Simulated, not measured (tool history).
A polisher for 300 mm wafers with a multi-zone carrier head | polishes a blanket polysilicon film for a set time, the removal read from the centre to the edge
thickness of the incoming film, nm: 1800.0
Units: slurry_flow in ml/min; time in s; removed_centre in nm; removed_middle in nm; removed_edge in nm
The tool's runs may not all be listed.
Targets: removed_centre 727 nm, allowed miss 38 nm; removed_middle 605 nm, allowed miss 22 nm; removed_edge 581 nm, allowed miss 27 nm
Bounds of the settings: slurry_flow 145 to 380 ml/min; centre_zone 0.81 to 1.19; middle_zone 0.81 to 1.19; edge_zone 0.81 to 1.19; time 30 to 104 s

| run | day | slurry_flow | centre_zone | middle_zone | edge_zone | time | removed_centre | removed_middle | removed_edge |
|---|---|---|---|---|---|---|---|---|---|
| 1 | 0 | 245 | 1 | 1 | 1 | 67 | 482.58 | 492.7 | 485.86 |
| 2 | 0.342 | 245 | 1 | 1 | 1 | 74 | 550.51 | 553.09 | 527.67 |
| 3 | 0.562 | 245 | 1 | 0.93 | 1 | 74 | 554.58 | 515.57 | 537.58 |
| 4 | 0.621 | 250 | 1.02 | 0.94 | 1 | 75 | 570.82 | 525.07 | 548.95 |
| 5 | 0.692 | 285 | 1.02 | 0.94 | 1 | 75 | 588.77 | 534.32 | 562.62 |
|  | 0.929 | slurry nozzle cleaned |
| 6 | 0.929 | 310 | 1.02 | 0.94 | 1 | 75 | 581.36 | 539.27 | 548.99 |
| 7 | 1.242 | 310 | 1.04 | 0.95 | 0.99 | 76 | 619.4 | 557.59 | 566.99 |
| 8 | 1.608 | 310 | 1.05 | 0.96 | 0.98 | 76 | 601.2 | 560.94 | 545.2 |
| 9 | 1.767 | 310 | 1.07 | 0.96 | 0.98 | 77 | 641.44 | 573.59 | 556.81 |
| 10 | 1.946 | 310 | 1.08 | 0.96 | 0.98 | 77 | 627.05 | 566.68 | 556.06 |

Which of these 5 next moves meets every target?
| A | 2.125 | 310 | 1.19 | 0.85 | 0.9 | 78 | ? | ? | ? |
| B | 2.125 | 280 | 0.97 | 0.99 | 1.06 | 80 | ? | ? | ? |
| C | 2.125 | 320 | 0.95 | 0.97 | 1.01 | 75 | ? | ? | ? |
| D | 2.125 | 315 | 1.17 | 0.96 | 0.95 | 82 | ? | ? | ? |
| E | 2.125 | 320 | 0.89 | 0.96 | 1.19 | 72 | ? | ? | ? |

| move | removed_centre | removed_middle | removed_edge |
|---|---|---|---|
| A | 705.45 | 515.94 | 546.33 |
| B | 585 | 597.19 | 601.58 |
| C | 542.36 | 555.43 | 554.69 |
| D | 730.51 | 600.73 | 588.55 |
| E | 487.48 | 528.62 | 578.57 |
A: brings the result that was furthest off to its target, and leaves another outside
B: further off than the last run
C: further off than the last run
D: meets every target
E: further off than the last run
Answer: D
